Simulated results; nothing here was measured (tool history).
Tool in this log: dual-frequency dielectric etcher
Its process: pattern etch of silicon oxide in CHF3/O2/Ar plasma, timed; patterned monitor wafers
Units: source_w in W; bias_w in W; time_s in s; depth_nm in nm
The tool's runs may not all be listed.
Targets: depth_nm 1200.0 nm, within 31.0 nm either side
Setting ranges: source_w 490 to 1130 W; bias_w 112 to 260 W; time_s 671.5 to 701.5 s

run  hour  source_w  bias_w  time_s  depth_nm
  1   0.0       810     186   671.5    1473.7
  2   0.7       810     186   701.5    1545.6
  3   8.5       810     186   701.5    1544.0
  4  14.2       810     186   701.5    1537.4
  5  19.3       810     186   701.5    1539.7
  6  26.6       810     186   671.5    1478.9
  7  35.0       760     179   671.5    1411.6
  8  37.1       720     175   671.5    1355.4
  9  40.3       690     173   671.5    1308.4
 10  44.3       670     172   671.5    1278.6
 11  48.2       660     171   671.5    1263.6
 12  56.7       650     171   671.5    1249.5
 13  65.4       640     171   671.5    1234.9

Consider the 5 candidate settings below. Which is the only one whose results all fall within their allowed miss of target?
  A  74.1       640     168   701.5         ?
  B  74.1       680     176   671.5         ?
  C  74.1       600     191   671.5         ?
  D  74.1       620     175   701.5         ?
  E  74.1       600     185   701.5         ?

move  depth_nm
   A    1291.7
   B    1305.4
   C    1216.5
   D    1274.4
   E    1260.5
A: moves away from the targets compared with the last run
B: moves away from the targets compared with the last run
C: all results in spec
D: moves away from the targets compared with the last run
E: moves away from the targets compared with the last run
The move that meets every target is C.
